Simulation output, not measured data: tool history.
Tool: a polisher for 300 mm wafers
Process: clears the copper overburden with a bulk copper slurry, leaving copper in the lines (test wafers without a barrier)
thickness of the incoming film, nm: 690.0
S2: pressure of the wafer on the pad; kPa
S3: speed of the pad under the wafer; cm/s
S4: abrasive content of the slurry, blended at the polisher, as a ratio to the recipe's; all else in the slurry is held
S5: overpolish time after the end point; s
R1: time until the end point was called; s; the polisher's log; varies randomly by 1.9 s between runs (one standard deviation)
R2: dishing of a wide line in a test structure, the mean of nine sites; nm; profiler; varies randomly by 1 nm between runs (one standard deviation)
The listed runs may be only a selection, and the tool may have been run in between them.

run 1 day=0.000 | flow_of_slurry_(ml/min)=125 S2=22.8 S3=112 S4=1.0 S5=22 | R1=62.884 R2=95.465
run 2 day=0.192 | flow_of_slurry_(ml/min)=120 S2=19.3 S3=108 S4=1.0 S5=23 | R1=74.277 R2=92.604
run 3 day=0.446 | flow_of_slurry_(ml/min)=120 S2=17.2 S3=102 S4=1.0 S5=22 | R1=84.328 R2=82.529
run 4 day=0.679 | flow_of_slurry_(ml/min)=120 S2=15.2 S3=96 S4=1.0 S5=23 | R1=96.063 R2=76.101
run 5 day=0.738 | flow_of_slurry_(ml/min)=140 S2=15.2 S3=96 S4=1.0 S5=23 | R1=94.756 R2=79.812
run 6 day=1.050 | flow_of_slurry_(ml/min)=140 S2=15.2 S3=96 S4=0.9 S5=23 | R1=96.537 R2=75.732
run 7 day=1.254 | flow_of_slurry_(ml/min)=140 S2=13.8 S3=92 S4=0.9 S5=24 | R1=108.590 R2=75.116

Run 8 has not been measured yet. What should we expect?
run 8 day=1.617 | flow_of_slurry_(ml/min)=125 S2=10.3 S3=90 S4=0.9 S5=25 | R1=? R2=?

R1: 137.010 s
R2: 65.514 nm

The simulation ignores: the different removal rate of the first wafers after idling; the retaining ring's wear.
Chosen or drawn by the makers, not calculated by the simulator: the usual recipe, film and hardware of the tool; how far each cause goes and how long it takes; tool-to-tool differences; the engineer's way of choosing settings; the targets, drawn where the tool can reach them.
